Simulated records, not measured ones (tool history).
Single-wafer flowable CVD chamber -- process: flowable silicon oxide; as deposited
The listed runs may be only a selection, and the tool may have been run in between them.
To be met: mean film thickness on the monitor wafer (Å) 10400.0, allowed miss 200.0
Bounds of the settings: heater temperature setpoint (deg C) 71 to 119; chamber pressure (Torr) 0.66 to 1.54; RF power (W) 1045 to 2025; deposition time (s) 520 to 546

run,hour,heater temperature setpoint (deg C),chamber pressure (Torr),RF power (W),deposition time (s),mean film thickness on the monitor wafer (Å)
1,0.0,95,1.10,1535,546,5446.4
2,3.7,95,1.10,1695,546,5632.2
3,11.1,91,1.10,1695,546,6505.2
4,13.5,91,1.10,1890,546,6696.9
5,19.2,88,1.10,1890,546,7392.7
6,23.0,86,1.10,1890,546,7952.0
7,24.6,84,1.10,1890,546,8562.2
8,33.4,83,1.10,1890,546,8858.7
9,35.0,82,1.10,1890,546,9189.6
10,41.0,81,1.10,1890,546,9489.5
11,48.9,80,1.10,1890,546,9649.7
12,57.2,79,1.10,1890,546,10044.0

5 candidate next runs follow, results not yet known. Just one meets every target within its allowed miss. Identify it.
A,65.5,76,1.08,1830,531,?
B,65.5,77,1.13,2020,536,?
C,65.5,80,1.27,1920,538,?
D,65.5,87,1.46,1765,545,?
E,65.5,81,1.16,2025,531,?

move,mean film thickness on the monitor wafer (Å)
A,10268.0
B,10799.0
C,11019.0
D,9813.3
E,9775.8
A: all results land within tolerance of their targets
B: carries the result that was furthest off beyond its target, to the other side
C: carries the result that was furthest off beyond its target, to the other side
D: its largest miss is bigger than the last run's
E: its largest miss is bigger than the last run's
A meets every target.
